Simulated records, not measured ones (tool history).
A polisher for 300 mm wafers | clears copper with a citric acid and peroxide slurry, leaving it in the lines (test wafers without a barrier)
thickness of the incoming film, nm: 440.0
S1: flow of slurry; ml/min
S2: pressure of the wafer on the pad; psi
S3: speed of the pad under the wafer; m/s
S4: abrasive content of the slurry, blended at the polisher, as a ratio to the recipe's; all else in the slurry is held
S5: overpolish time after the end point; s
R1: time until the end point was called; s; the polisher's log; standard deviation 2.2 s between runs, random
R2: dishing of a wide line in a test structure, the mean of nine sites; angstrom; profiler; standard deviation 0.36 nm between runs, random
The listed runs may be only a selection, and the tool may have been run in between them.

run 1 hour=0.0 | S1=280 S2=3.0 S3=1.30 S4=1.0 S5=14 | R1=176.03 R2=257.29
run 2 hour=6.8 | S1=280 S2=2.8 S3=1.30 S4=1.0 S5=14 | R1=187.82 R2=238.16
run 3 hour=8.4 | S1=280 S2=2.6 S3=1.30 S4=1.0 S5=14 | R1=204.44 R2=228.57
run 4 hour=14.9 | S1=280 S2=2.6 S3=0.98 S4=1.0 S5=14 | R1=262.16 R2=180.98
run 5 hour=16.1 | S1=285 S2=2.7 S3=0.98 S4=1.0 S5=14 | R1=249.49 R2=190.01
run 6 hour=21.4 | S1=250 S2=2.7 S3=0.98 S4=1.0 S5=14 | R1=258.61 R2=185.91
run 7 hour=28.0 | S1=260 S2=2.7 S3=0.98 S4=1.0 S5=14 | R1=255.82 R2=187.31
run 8 hour=31.1 | S1=270 S2=2.7 S3=0.98 S4=1.0 S5=14 | R1=254.01 R2=182.89
run 9 hour=31.8 | S1=275 S2=2.7 S3=0.98 S4=1.0 S5=14 | R1=255.63 R2=182.58
run 10 hour=38.1 | S1=280 S2=2.7 S3=0.98 S4=1.0 S5=14 | R1=253.12 R2=192.01
run 11 hour=45.3 | S1=285 S2=2.7 S3=0.98 S4=1.0 S5=14 | R1=252.29 R2=184.83

Run 12 has not been measured yet. What should we expect?
run 12 hour=48.4 | S1=290 S2=2.7 S3=0.98 S4=1.0 S5=14 | R1=? R2=?

Run 12 yielded R1 252.84 s, R2 187.87 angstrom.

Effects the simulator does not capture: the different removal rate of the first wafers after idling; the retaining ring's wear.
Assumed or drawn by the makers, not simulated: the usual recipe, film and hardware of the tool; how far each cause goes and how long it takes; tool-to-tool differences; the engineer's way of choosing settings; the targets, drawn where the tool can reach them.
